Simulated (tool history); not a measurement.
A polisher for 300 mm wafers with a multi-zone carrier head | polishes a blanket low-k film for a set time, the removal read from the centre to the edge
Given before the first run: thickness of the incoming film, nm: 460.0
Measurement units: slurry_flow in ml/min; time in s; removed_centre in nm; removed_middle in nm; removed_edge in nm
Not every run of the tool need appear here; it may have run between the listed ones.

run 1 hour=0 | slurry_flow=215 centre_zone=1 middle_zone=1 edge_zone=1 slurry_solids=1 time=44 | removed_centre=15.109 removed_middle=15.324 removed_edge=14.843
run 2 hour=8.5 | slurry_flow=215 centre_zone=1 middle_zone=0.92 edge_zone=1 slurry_solids=1 time=44 | removed_centre=15.314 removed_middle=14.412 removed_edge=14.553
run 3 hour=12.4 | slurry_flow=215 centre_zone=1 middle_zone=0.92 edge_zone=1 slurry_solids=0.85 time=44 | removed_centre=14.106 removed_middle=13.127 removed_edge=13.759
run 4 hour=16.1 | slurry_flow=225 centre_zone=1.01 middle_zone=0.95 edge_zone=0.98 slurry_solids=0.8 time=42 | removed_centre=12.925 removed_middle=12.615 removed_edge=12.306
run 5 hour=16.6 | slurry_flow=260 centre_zone=1.01 middle_zone=0.95 edge_zone=0.98 slurry_solids=0.8 time=42 | removed_centre=13.41 removed_middle=12.678 removed_edge=12.525
run 6 hour=18.7 | slurry_flow=260 centre_zone=1.01 middle_zone=0.95 edge_zone=0.98 slurry_solids=0.8 time=35 | removed_centre=11.1 removed_middle=10.578 removed_edge=10.512
run 7 hour=20.4 | slurry_flow=265 centre_zone=1.01 middle_zone=0.96 edge_zone=0.96 slurry_solids=0.75 time=34 | removed_centre=10.311 removed_middle=9.9555 removed_edge=9.7601
run 8 hour=24.8 | slurry_flow=270 centre_zone=1.01 middle_zone=0.97 edge_zone=0.95 slurry_solids=0.7 time=34 | removed_centre=9.8989 removed_middle=9.661 removed_edge=9.117
run 9 hour=30.9 | slurry_flow=270 centre_zone=1 middle_zone=0.97 edge_zone=0.94 slurry_solids=0.7 time=34 | removed_centre=9.7754 removed_middle=9.6587 removed_edge=9.2909
run 10 hour=39.7 | slurry_flow=270 centre_zone=1 middle_zone=0.98 edge_zone=0.93 slurry_solids=0.7 time=34 | removed_centre=9.6977 removed_middle=9.8014 removed_edge=8.9314
run 11 hour=43.9 | slurry_flow=270 centre_zone=0.99 middle_zone=0.98 edge_zone=0.92 slurry_solids=0.7 time=34 | removed_centre=9.5646 removed_middle=9.7857 removed_edge=9.2337
run 12 hour=50.1 | slurry_flow=270 centre_zone=0.99 middle_zone=0.99 edge_zone=0.91 slurry_solids=0.7 time=34 | removed_centre=9.7126 removed_middle=9.9017 removed_edge=8.9686
run 13 hour=56.9 | slurry_flow=210 centre_zone=0.92 middle_zone=1.01 edge_zone=0.81 slurry_solids=0.5 time=33 | removed_centre=6.572 removed_middle=7.2873 removed_edge=6.3046
run 14 hour=61.3 | slurry_flow=270 centre_zone=0.97 middle_zone=1.05 edge_zone=0.82 slurry_solids=0.5 time=32 | removed_centre=6.8982 removed_middle=7.4504 removed_edge=6.2864
run 15 hour=68 | slurry_flow=275 centre_zone=1.04 middle_zone=1.15 edge_zone=0.92 slurry_solids=0.7 time=32 | removed_centre=9.571 removed_middle=10.492 removed_edge=8.5736
run 16 hour=71.1 | slurry_flow=270 centre_zone=1.03 middle_zone=1.14 edge_zone=0.91 slurry_solids=0.7 time=32 | removed_centre=9.5807 removed_middle=10.49 removed_edge=8.5718
run 17 hour=72.3 | slurry_flow=265 centre_zone=1.02 middle_zone=1.13 edge_zone=0.9 slurry_solids=0.7 time=32 | removed_centre=9.4586 removed_middle=10.399 removed_edge=8.3803

Run 18, settings as shown, results not yet in. Your forecast:
run 18 hour=80.6 | slurry_flow=260 centre_zone=1.01 middle_zone=1.12 edge_zone=0.89 slurry_solids=0.7 time=32 | removed_centre=? removed_middle=? removed_edge=?

{"run 18": {"removed_centre": 9.3088, "removed_middle": 10.315, "removed_edge": 8.288}}

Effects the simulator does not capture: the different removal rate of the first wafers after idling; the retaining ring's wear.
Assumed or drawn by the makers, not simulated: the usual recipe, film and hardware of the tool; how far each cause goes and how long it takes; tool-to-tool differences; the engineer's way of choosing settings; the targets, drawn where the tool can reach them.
